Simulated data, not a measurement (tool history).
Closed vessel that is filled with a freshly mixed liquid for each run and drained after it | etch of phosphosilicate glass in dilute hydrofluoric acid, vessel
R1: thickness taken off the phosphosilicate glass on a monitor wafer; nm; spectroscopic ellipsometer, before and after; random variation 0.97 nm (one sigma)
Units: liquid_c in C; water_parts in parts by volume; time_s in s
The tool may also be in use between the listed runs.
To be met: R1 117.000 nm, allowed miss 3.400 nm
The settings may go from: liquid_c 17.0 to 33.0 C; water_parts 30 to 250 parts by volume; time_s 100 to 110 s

run 1 hour=0.0 | liquid_c=25.0 water_parts=140 time_s=100 | R1=87.510
run 2 hour=1.0 | liquid_c=22.0 water_parts=140 time_s=100 | R1=77.364
run 3 hour=4.6 | liquid_c=22.0 water_parts=175 time_s=100 | R1=59.865
run 4 hour=10.3 | liquid_c=24.5 water_parts=175 time_s=100 | R1=65.660
run 5 hour=18.6 | liquid_c=24.5 water_parts=175 time_s=100 | R1=66.328
run 6 hour=24.6 | liquid_c=24.5 water_parts=175 time_s=100 | R1=65.637
run 7 hour=26.8 | liquid_c=26.0 water_parts=165 time_s=100 | R1=75.528
run 8 hour=34.4 | liquid_c=30.0 water_parts=135 time_s=100 | R1=109.120
run 9 hour=37.9 | liquid_c=30.5 water_parts=135 time_s=100 | R1=111.600

4 next moves are on the table. One of them brings every result within its allowed miss. Which?
run A hour=41.4 | liquid_c=28.0 water_parts=115 time_s=100 | R1=?
run B hour=41.4 | liquid_c=30.0 water_parts=140 time_s=100 | R1=?
run C hour=41.4 | liquid_c=31.5 water_parts=145 time_s=110 | R1=?
run D hour=41.4 | liquid_c=32.5 water_parts=150 time_s=100 | R1=?

move=A R1=122.130
move=B R1=104.750
move=C R1=116.720
move=D R1=105.600
A: takes the result that was furthest off past its target
B: further off than the last run
C: meets every target
D: further off than the last run
Move C is the one to make.
